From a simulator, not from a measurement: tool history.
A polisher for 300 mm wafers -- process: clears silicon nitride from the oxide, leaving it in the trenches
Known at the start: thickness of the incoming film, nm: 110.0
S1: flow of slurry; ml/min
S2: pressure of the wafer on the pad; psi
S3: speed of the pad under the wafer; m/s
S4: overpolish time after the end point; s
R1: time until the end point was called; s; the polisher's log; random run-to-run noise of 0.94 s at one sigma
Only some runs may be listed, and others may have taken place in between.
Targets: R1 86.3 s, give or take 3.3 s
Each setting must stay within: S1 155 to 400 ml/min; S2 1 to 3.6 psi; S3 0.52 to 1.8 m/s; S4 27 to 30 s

| run | day | S1 | S2 | S3 | S4 | R1 |
|---|---|---|---|---|---|---|
| 1 | 0 | 255 | 2.3 | 1.16 | 27 | 109.38 |
| 2 | 0.333 | 255 | 2 | 1.16 | 27 | 124.91 |
| 3 | 0.517 | 255 | 2.1 | 1.16 | 27 | 121.6 |
| 4 | 0.758 | 255 | 2.2 | 1.16 | 27 | 110.88 |
| 5 | 0.967 | 255 | 2.3 | 1.16 | 27 | 109.27 |
| 6 | 1.192 | 255 | 2.3 | 1.16 | 30 | 107.83 |
| 7 | 1.242 | 255 | 2.4 | 1.16 | 30 | 102.69 |
| 8 | 1.271 | 255 | 2.6 | 1.16 | 30 | 93.897 |

Next run, 5 choices. One meets every target within its allowed miss, the rest don't. Which?
| A | 1.3 | 270 | 2.4 | 1.38 | 30 | ? |
| B | 1.3 | 265 | 3.1 | 0.98 | 27 | ? |
| C | 1.3 | 285 | 2.2 | 1.36 | 30 | ? |
| D | 1.3 | 265 | 2.5 | 1.26 | 30 | ? |
| E | 1.3 | 215 | 2 | 1.58 | 29 | ? |

| move | R1 |
|---|---|
| A | 88.667 |
| B | 95.952 |
| C | 97.286 |
| D | 93.175 |
| E | 95.511 |
A: each result inside its tolerance
B: moves away from the targets compared with the last run
C: moves away from the targets compared with the last run
D: closer than the last run, but not yet in spec
E: moves away from the targets compared with the last run
A meets every target.

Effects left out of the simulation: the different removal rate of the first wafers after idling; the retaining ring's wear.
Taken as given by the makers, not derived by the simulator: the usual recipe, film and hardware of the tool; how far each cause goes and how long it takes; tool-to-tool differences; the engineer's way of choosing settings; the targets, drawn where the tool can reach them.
